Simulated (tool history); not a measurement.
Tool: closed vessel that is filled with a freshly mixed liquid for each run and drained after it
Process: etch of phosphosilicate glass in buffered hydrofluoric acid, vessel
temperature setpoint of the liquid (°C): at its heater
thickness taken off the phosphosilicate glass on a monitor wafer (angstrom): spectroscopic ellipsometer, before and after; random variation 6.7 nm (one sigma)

| run | hour | temperature setpoint of the liquid (°C) | parts of 40 % ammonium fluoride to one part of 49 % hydrofluoric acid (parts by volume) | time in the liquid (s) | thickness taken off the phosphosilicate glass on a monitor wafer (angstrom) |
|---|---|---|---|---|---|
| 1 | 0 | 25 | 13.5 | 85 | 3071.6 |
| 2 | 5.7 | 25 | 16.5 | 85 | 2477.6 |
| 3 | 12.4 | 25 | 16.5 | 95 | 2832.7 |
| 4 | 17.1 | 26 | 15.5 | 95 | 3166.3 |
| 5 | 22.2 | 27 | 14.5 | 95 | 3550.1 |
| 6 | 27 | 27.5 | 13.5 | 95 | 3919.1 |
| 7 | 27.8 | 28 | 12.5 | 95 | 4400.4 |
| 8 | 30.6 | 28.5 | 12 | 95 | 4660 |

Forecast run 9:
| 9 | 35.8 | 28.5 | 12 | 95 | ? |

{"run 9": {"thickness taken off the phosphosilicate glass on a monitor wafer (angstrom)": 4609.6}}

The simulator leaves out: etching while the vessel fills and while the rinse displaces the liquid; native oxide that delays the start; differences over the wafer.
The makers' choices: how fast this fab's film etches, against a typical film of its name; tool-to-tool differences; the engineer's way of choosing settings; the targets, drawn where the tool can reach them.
